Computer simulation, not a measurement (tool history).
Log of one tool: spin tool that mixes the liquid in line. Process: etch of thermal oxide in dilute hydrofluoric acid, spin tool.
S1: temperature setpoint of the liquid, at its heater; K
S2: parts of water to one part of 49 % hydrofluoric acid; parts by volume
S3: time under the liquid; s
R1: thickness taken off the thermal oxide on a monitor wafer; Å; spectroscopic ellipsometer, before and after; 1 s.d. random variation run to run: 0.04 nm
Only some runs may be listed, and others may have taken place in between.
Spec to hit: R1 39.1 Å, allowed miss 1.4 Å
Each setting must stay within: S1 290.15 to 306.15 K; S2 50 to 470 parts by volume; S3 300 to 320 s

run,hour,S1,S2,S3,R1
1,0,298.15,260,300,50.042
2,5.8,297.15,260,300,49.469
3,12.2,297.15,220,300,61.141
4,18.7,297.15,255,300,50.26
5,25.8,297.15,205,300,65.912
6,26.7,297.15,115,300,130.84
7,35.1,297.15,115,300,132.12
8,36.4,296.15,135,300,103.61
9,45,295.15,150,300,88.742
10,49.9,294.65,160,300,81.752

Exercise: of the 4 proposed moves below, exactly one satisfies all targets within the stated allowed misses. Which move is it?
A,54.8,294.15,270,300,?
B,54.8,294.65,270,300,?
C,54.8,297.65,305,310,?
D,54.8,291.15,260,300,?

move,R1
A,42.256
B,43.035
C,42.33
D,39.578
A: gains on the last run, yet a result remains outside its allowed miss
B: gains on the last run, yet a result remains outside its allowed miss
C: gains on the last run, yet a result remains outside its allowed miss
D: all results land within tolerance of their targets
Go with D: it meets all targets.
